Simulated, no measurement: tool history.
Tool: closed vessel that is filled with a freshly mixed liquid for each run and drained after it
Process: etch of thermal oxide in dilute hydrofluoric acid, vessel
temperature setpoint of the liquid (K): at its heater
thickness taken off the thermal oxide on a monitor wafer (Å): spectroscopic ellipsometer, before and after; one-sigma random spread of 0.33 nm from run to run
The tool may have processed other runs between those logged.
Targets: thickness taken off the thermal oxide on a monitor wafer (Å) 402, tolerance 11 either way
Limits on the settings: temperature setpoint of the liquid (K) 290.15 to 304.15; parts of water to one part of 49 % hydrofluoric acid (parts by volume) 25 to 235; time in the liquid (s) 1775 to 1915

run	day	temperature setpoint of the liquid (K)	parts of water to one part of 49 % hydrofluoric acid (parts by volume)	time in the liquid (s)	thickness taken off the thermal oxide on a monitor wafer (Å)
1	0	296.15	130	1775	546.31
2	0.254	296.15	130	1915	589.14
3	0.458	294.15	130	1915	553.2
4	0.567	292.65	135	1915	490.01
5	0.742	291.65	140	1915	454.93
6	1.025	293.65	140	1915	491.28
7	1.212	292.65	140	1915	474.71
8	1.354	291.65	145	1915	433.43

Next run, 4 choices. One meets every target within its allowed miss, the rest don't. Which?
A	1.496	292.15	155	1775	?
B	1.496	290.15	140	1790	?
C	1.496	291.15	140	1870	?
D	1.496	291.15	140	1880	?

move	thickness taken off the thermal oxide on a monitor wafer (Å)
A	379.99
B	397.02
C	432.13
D	434.44
A: takes the biggest miss from the last run beyond its target
B: hits every target within its allowed miss
C: just as far off the targets as the last run
D: just as far off the targets as the last run
So the answer is move B, the one that meets all the targets.
